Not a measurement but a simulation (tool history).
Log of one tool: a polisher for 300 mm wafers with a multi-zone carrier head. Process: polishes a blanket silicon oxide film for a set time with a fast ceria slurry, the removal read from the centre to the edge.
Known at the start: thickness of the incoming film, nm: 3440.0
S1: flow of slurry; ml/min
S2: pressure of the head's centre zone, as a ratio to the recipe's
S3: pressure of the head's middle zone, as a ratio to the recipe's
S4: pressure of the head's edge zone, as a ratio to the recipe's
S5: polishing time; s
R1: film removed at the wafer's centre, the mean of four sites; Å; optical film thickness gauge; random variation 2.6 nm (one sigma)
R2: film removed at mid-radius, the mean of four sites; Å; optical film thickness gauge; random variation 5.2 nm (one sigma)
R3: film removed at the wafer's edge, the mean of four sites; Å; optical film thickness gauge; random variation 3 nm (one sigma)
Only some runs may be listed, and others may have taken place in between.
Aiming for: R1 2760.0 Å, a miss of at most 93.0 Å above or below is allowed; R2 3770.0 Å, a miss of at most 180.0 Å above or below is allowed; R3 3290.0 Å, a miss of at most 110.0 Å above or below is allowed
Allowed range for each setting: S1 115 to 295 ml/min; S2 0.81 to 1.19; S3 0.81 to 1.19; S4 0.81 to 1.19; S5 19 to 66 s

run    day   S1    S2    S3    S4  S5      R1      R2      R3
  1  0.000  190  1.00  1.00  1.00  42  4560.0  4771.8  4721.3
  2  0.175  180  0.96  1.02  0.97  39  4026.6  4350.1  4305.1
  3  0.292  180  0.93  1.06  0.94  37  3627.9  4271.8  4006.1
  4  0.629  175  0.91  1.07  0.92  36  3388.4  4145.7  3886.4
  5  0.992  175  0.91  1.07  0.87  36  3459.2  4128.6  3708.4
  6  1.221  170  0.89  1.08  0.86  35  3271.6  4087.0  3628.9
  7  1.254  165  0.87  1.08  0.85  34  3103.9  4003.5  3480.9
  8  1.346  160  0.86  1.07  0.85  34  3069.8  3913.5  3482.0
  9  1.633  155  0.85  1.07  0.84  34  2994.5  3880.2  3376.8
 10  1.825  150  0.84  1.07  0.84  34  2956.4  3928.1  3422.3
 11  1.879  145  0.83  1.07  0.84  34  2903.9  3896.0  3420.9
 12  2.067  145  0.83  1.07  0.84  34  2880.4  3968.2  3414.1
 13  2.125  130  0.81  1.04  0.81  33  2696.5  3491.1  3207.8

4 next moves are on the table. One of them brings every result within its allowed miss. Which?
  A  2.183  115  0.86  1.16  0.88  33   ?   ?   ?
  B  2.183  195  0.85  1.05  0.81  32   ?   ?   ?
  C  2.183  115  0.83  0.96  0.81  35   ?   ?   ?
  D  2.183  155  0.95  1.18  0.81  30   ?   ?   ?

move      R1      R2      R3
   A  2719.8  3828.8  3258.6
   B  2919.8  3795.6  3279.8
   C  2779.5  3498.7  3340.8
   D  2937.6  3758.5  2986.4
A: all results land within tolerance of their targets
B: brings the result that was furthest off to its target, and leaves another outside
C: roughly where the last run was
D: brings the result that was furthest off to its target, and leaves another outside
The right move is A.
